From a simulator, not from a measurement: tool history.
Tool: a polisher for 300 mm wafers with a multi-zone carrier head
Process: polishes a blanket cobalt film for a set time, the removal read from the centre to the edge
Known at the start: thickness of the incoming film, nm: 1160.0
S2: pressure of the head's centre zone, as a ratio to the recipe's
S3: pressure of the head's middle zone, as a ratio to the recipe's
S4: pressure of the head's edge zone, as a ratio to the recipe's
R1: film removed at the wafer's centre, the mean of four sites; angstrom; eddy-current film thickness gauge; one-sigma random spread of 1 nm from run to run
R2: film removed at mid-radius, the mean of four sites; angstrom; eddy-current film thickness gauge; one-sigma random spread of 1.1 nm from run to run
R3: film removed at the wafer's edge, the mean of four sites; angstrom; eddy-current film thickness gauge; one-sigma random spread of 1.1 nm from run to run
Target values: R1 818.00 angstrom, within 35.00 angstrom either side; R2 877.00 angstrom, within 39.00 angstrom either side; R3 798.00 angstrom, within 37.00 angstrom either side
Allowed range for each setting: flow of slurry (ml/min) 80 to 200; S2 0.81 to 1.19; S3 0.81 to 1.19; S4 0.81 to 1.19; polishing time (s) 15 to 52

Run 1, day 0.000: flow of slurry (ml/min) 130, S2 1.00, S3 1.00, S4 1.00, polishing time (s) 33. Result: R1 1642.50 angstrom, R2 1680.30 angstrom, R3 1693.00 angstrom.
Run 2, day 0.038: flow of slurry (ml/min) 130, S2 0.92, S3 1.00, S4 1.00, polishing time (s) 33. Result: R1 1505.40 angstrom, R2 1746.40 angstrom, R3 1732.10 angstrom.
Run 3, day 0.217: flow of slurry (ml/min) 120, S2 0.93, S3 0.99, S4 0.96, polishing time (s) 29. Result: R1 1318.90 angstrom, R2 1474.30 angstrom, R3 1423.30 angstrom.
Run 4, day 0.262: flow of slurry (ml/min) 120, S2 0.87, S3 0.99, S4 0.96, polishing time (s) 29. Result: R1 1222.20 angstrom, R2 1440.30 angstrom, R3 1466.10 angstrom.
Run 5, day 0.321: flow of slurry (ml/min) 95, S2 0.87, S3 0.99, S4 0.96, polishing time (s) 29. Result: R1 1139.30 angstrom, R2 1357.90 angstrom, R3 1390.50 angstrom.
Run 6, day 0.625: flow of slurry (ml/min) 95, S2 0.88, S3 0.99, S4 0.94, polishing time (s) 26. Result: R1 1015.00 angstrom, R2 1239.60 angstrom, R3 1215.30 angstrom.
Run 7, day 0.979: flow of slurry (ml/min) 95, S2 0.90, S3 0.97, S4 0.92, polishing time (s) 24. Result: R1 956.29 angstrom, R2 1116.00 angstrom, R3 1098.70 angstrom.
Run 8, day 1.117: flow of slurry (ml/min) 95, S2 0.92, S3 0.96, S4 0.90, polishing time (s) 23. Result: R1 930.98 angstrom, R2 1051.50 angstrom, R3 1073.40 angstrom.
Run 9, day 1.329: flow of slurry (ml/min) 95, S2 0.92, S3 0.96, S4 0.90, polishing time (s) 23. Result: R1 957.45 angstrom, R2 1064.80 angstrom, R3 1061.90 angstrom.
Run 10, day 1.521: flow of slurry (ml/min) 95, S2 0.93, S3 0.97, S4 0.88, polishing time (s) 22. Result: R1 932.35 angstrom, R2 1015.70 angstrom, R3 994.00 angstrom.
Run 11, day 1.583: flow of slurry (ml/min) 95, S2 0.96, S3 1.02, S4 0.81, polishing time (s) 16. Result: R1 683.88 angstrom, R2 766.31 angstrom, R3 714.78 angstrom.
Run 12, day 1.608: flow of slurry (ml/min) 105, S2 0.97, S3 1.02, S4 0.82, polishing time (s) 16. Result: R1 734.29 angstrom, R2 815.24 angstrom, R3 735.93 angstrom.
Run 13, day 1.792: flow of slurry (ml/min) 110, S2 0.97, S3 1.01, S4 0.83, polishing time (s) 16. Result: R1 723.00 angstrom, R2 800.05 angstrom, R3 749.09 angstrom.
Run 14, day 2.058: flow of slurry (ml/min) 145, S2 1.05, S3 1.07, S4 0.86, polishing time (s) 17. Result: R1 897.34 angstrom, R2 946.63 angstrom, R3 827.75 angstrom.
Run 15, day 2.304: flow of slurry (ml/min) 140, S2 1.04, S3 1.06, S4 0.86, polishing time (s) 17. Result: R1 891.57 angstrom, R2 920.99 angstrom, R3 828.43 angstrom.
Run 16, day 2.588: flow of slurry (ml/min) 135, S2 1.03, S3 1.06, S4 0.86, polishing time (s) 17. Result: R1 873.98 angstrom, R2 909.96 angstrom, R3 817.76 angstrom.
Run 17, day 2.917: flow of slurry (ml/min) 130, S2 1.02, S3 1.06, S4 0.86, polishing time (s) 17. Result: R1 855.58 angstrom, R2 910.15 angstrom, R3 809.50 angstrom.

Consider the 5 candidate settings below. Which is the only one whose results all fall within their allowed miss of target?
Run A, day 3.246: flow of slurry (ml/min) 125, S2 0.97, S3 1.15, S4 0.81, polishing time (s) 17. Result: R1 ?, R2 ?, R3 ?.
Run B, day 3.246: flow of slurry (ml/min) 130, S2 0.92, S3 1.09, S4 0.93, polishing time (s) 16. Result: R1 ?, R2 ?, R3 ?.
Run C, day 3.246: flow of slurry (ml/min) 110, S2 1.09, S3 1.17, S4 0.81, polishing time (s) 16. Result: R1 ?, R2 ?, R3 ?.
Run D, day 3.246: flow of slurry (ml/min) 110, S2 0.93, S3 1.05, S4 0.86, polishing time (s) 17. Result: R1 ?, R2 ?, R3 ?.
Run E, day 3.246: flow of slurry (ml/min) 125, S2 0.97, S3 1.01, S4 0.81, polishing time (s) 17. Result: R1 ?, R2 ?, R3 ?.

move      R1      R2      R3
   A  814.40  966.62  770.81
   B  734.37  881.43  777.83
   C  828.88  890.34  708.28
   D  749.94  871.16  773.85
   E  813.69  875.39  772.09
A: meets the target for the result that was furthest off, but another lies outside its allowed miss
B: moves the result that the last run missed by most past its target, out the other side
C: meets the target for the result that was furthest off, but another lies outside its allowed miss
D: moves the result that the last run missed by most past its target, out the other side
E: every result within its allowed miss
Go with E: it meets all targets.
